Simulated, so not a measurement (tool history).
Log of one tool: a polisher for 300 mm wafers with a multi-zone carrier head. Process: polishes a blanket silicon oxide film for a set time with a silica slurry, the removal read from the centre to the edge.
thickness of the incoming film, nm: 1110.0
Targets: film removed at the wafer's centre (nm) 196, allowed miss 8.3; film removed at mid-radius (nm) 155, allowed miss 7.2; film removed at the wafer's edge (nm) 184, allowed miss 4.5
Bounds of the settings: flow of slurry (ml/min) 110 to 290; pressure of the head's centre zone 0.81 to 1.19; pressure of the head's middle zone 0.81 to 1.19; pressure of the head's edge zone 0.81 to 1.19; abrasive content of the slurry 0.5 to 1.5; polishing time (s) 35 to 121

run	hour	flow of slurry (ml/min)	pressure of the head's centre zone	pressure of the head's middle zone	pressure of the head's edge zone	abrasive content of the slurry	polishing time (s)	film removed at the wafer's centre (nm)	film removed at mid-radius (nm)	film removed at the wafer's edge (nm)
1	0	185	1	1	1	1	78	294.99	302.3	311.04
2	2.1	180	1.01	0.97	0.99	0.9	75	282.44	259	286.83
3	5	180	1.01	0.97	0.94	0.9	75	281.65	268.14	281.84
4	7.5	180	1.01	0.9	0.94	0.9	75	275.42	243.31	275.31
5	16.1	180	1.01	0.89	0.92	0.85	73	269.44	234.27	262.32
6	20.4	180	1.01	0.89	0.92	0.95	73	279.6	248.55	275.65
7	27.4	175	1.01	0.88	0.91	0.9	71	259.05	232.16	260.41
8	30.4	170	1.11	0.81	0.84	0.65	59	210.79	155.99	184.63
9	33.9	165	1.1	0.81	0.84	0.65	59	204.39	157.83	183.89

Which of these 5 next moves meets every target?
A	37.4	155	1.07	0.91	0.81	0.65	58	?	?	?
B	37.4	150	1.08	0.99	0.81	0.6	59	?	?	?
C	37.4	135	0.92	0.81	0.9	0.5	68	?	?	?
D	37.4	200	1.08	0.97	0.81	0.7	53	?	?	?
E	37.4	125	1.07	0.81	0.84	0.55	66	?	?	?

move	film removed at the wafer's centre (nm)	film removed at mid-radius (nm)	film removed at the wafer's edge (nm)
A	198.45	171.55	176.85
B	196.1	180.25	173.31
C	174.19	160.13	190.48
D	197.98	177.83	171.63
E	200.26	158.38	184.79
A: brings the result that was furthest off to its target, and leaves another outside
B: brings the result that was furthest off to its target, and leaves another outside
C: takes the result that was furthest off past its target
D: brings the result that was furthest off to its target, and leaves another outside
E: meets every target
Move E is the one to make.
